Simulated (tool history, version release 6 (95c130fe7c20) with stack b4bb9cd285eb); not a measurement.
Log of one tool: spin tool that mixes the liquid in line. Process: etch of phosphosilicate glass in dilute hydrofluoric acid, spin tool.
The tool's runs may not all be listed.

run  hour  temperature setpoint of the liquid (K)  parts of water to one part of 49 % hydrofluoric acid (parts by volume)  time under the liquid (s)  thickness taken off the phosphosilicate glass on a monitor wafer (angstrom)
  1     0                                  297.15                                                                     135                         55                                                                       707.83
  2   6.1                                  297.15                                                                     135                         60                                                                       765.43
  3   8.3                                  300.65                                                                     135                         60                                                                       876.32
  4   9.2                                  301.65                                                                     115                         60                                                                         1100
  5  14.9                                  301.65                                                                     115                         60                                                                       1085.4
  6  21.8                                  302.65                                                                     100                         60                                                                       1363.4
  7  26.9                                  302.65                                                                     100                         60                                                                       1364.7
  8  29.3                                  303.15                                                                      90                         60                                                                       1565.7
  9    35                                  303.65                                                                      85                         60                                                                       1696.9

The next listed run, before its measurement:
 10    42                                  304.15                                                                      80                         60                                                                            ?

{"run 10": {"thickness taken off the phosphosilicate glass on a monitor wafer (angstrom)": 1845.2}}
